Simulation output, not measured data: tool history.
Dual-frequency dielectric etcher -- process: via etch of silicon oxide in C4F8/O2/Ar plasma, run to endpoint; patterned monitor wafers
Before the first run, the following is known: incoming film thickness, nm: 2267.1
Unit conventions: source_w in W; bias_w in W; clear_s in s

run 1 hour=0 | source_w=1370 bias_w=1535 | clear_s=566.74
run 2 hour=0.9 | source_w=1370 bias_w=1751 | clear_s=542.99
run 3 hour=5.5 | source_w=1370 bias_w=1873 | clear_s=529.61
run 4 hour=8.3 | source_w=1280 bias_w=1765 | clear_s=566.04
run 5 hour=10.8 | source_w=1210 bias_w=1736 | clear_s=597.98
run 6 hour=17.4 | source_w=1160 bias_w=1725 | clear_s=609.12
run 7 hour=22 | source_w=1120 bias_w=1713 | clear_s=632.46
run 8 hour=27.9 | source_w=1090 bias_w=1706 | clear_s=642.94
run 9 hour=31.5 | source_w=830 bias_w=1556 | clear_s=866.58
run 10 hour=33.4 | source_w=830 bias_w=1556 | clear_s=882.32
run 11 hour=39.6 | source_w=870 bias_w=1560 | clear_s=827.03
run 12 hour=44.5 | source_w=900 bias_w=1564 | clear_s=781.09
run 13 hour=45.7 | source_w=920 bias_w=1567 | clear_s=776.62
run 14 hour=54.2 | source_w=940 bias_w=1570 | clear_s=752.05
run 15 hour=61.3 | source_w=950 bias_w=1572 | clear_s=734.68

The next listed run, before its measurement:
run 16 hour=62 | source_w=960 bias_w=1573 | clear_s=?

clear_s: 741.76 s
